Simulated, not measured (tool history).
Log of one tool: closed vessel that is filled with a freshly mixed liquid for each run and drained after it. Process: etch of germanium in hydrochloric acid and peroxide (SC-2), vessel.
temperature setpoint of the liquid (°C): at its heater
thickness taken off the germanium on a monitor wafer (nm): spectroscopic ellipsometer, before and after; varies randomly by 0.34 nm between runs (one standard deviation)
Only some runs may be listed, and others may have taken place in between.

run,hour,temperature setpoint of the liquid (°C),parts of water to one part each of 37 % hydrochloric acid and 30 % peroxide (parts by volume),time in the liquid (s),thickness taken off the germanium on a monitor wafer (nm)
1,0.0,46.0,6.0,30,46.422
2,6.6,46.0,7.0,30,46.249
3,7.8,46.0,7.0,30,46.656
4,10.5,46.0,8.5,30,45.320
5,15.7,45.0,8.5,30,44.005
6,23.5,45.0,10.5,30,43.113

Forecast run 7:
7,29.7,44.5,10.5,30,?

thickness taken off the germanium on a monitor wafer (nm): 42.446
